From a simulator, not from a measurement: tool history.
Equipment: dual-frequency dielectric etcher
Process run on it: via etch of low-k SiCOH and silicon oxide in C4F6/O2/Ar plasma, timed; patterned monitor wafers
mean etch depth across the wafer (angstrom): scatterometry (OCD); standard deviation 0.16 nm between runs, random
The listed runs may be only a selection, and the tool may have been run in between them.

| run | hour | source power (W) | bias power (W) | etch time (s) | mean etch depth across the wafer (angstrom) |
|---|---|---|---|---|---|
| 1 | 0 | 280 | 251 | 20.5 | 535.88 |
| 2 | 5.6 | 230 | 251 | 20.5 | 483.17 |
| 3 | 8.8 | 240 | 252 | 20.5 | 495.57 |
| 4 | 16 | 240 | 252 | 20.5 | 496.3 |
| 5 | 21.9 | 240 | 279 | 20.5 | 508.46 |
| 6 | 28 | 250 | 280 | 20.5 | 517.9 |
| 7 | 34.3 | 260 | 281 | 20.5 | 530.3 |

Forecast run 8:
| 8 | 38.9 | 270 | 282 | 20.5 | ? |

Run 8 yielded mean etch depth across the wafer (angstrom) 535.64.

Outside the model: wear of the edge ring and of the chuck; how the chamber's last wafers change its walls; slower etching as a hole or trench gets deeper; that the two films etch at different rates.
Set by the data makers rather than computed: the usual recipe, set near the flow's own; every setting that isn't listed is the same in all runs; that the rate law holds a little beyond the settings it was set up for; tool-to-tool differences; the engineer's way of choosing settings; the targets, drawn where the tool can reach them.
